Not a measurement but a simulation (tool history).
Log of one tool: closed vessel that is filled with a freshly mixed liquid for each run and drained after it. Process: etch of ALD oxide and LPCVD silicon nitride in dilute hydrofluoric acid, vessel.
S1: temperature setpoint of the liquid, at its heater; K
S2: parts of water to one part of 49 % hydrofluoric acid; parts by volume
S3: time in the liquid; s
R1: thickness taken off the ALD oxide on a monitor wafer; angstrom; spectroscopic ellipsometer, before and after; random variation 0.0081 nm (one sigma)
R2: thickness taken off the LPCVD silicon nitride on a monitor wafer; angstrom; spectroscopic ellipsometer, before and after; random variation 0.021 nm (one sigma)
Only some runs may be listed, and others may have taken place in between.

| run | hour | S1 | S2 | S3 | R1 | R2 |
|---|---|---|---|---|---|---|
| 1 | 0.0 | 296.15 | 175 | 80 | 42.303 | 2.6838 |
| 2 | 2.2 | 296.15 | 175 | 100 | 52.946 | 2.6068 |
| 3 | 10.8 | 296.15 | 140 | 100 | 68.612 | 3.4772 |
| 4 | 19.4 | 299.15 | 140 | 100 | 76.257 | 6.1987 |
| 5 | 25.6 | 297.65 | 195 | 100 | 48.835 | 3.8230 |
| 6 | 32.6 | 296.15 | 230 | 100 | 37.754 | 1.9151 |

Run 7, settings as shown, results not yet in. Your forecast:
| 7 | 38.8 | 296.15 | 255 | 95 | ? | ? |

R1: 31.516 angstrom
R2: 2.0318 angstrom
